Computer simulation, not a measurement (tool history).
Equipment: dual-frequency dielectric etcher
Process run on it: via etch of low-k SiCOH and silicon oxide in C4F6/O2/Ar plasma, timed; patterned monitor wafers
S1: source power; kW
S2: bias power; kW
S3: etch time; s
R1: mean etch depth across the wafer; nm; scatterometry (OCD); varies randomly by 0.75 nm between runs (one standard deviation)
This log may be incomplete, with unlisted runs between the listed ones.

run  hour    S1     S2    S3      R1
  1     0   0.3  0.236  59.5  186.86
  2   6.7  0.32  0.238  59.5  192.02
  3   9.2  0.33   0.24  59.5  195.19
  4    12  0.33  0.206  59.5  178.62
  5    17  0.34  0.213  59.5  184.62
  6  24.2  0.34  0.235  59.5  194.61

The next listed run, before its measurement:
  7  29.7  0.35  0.237  59.5   ?

R1: 199 nm
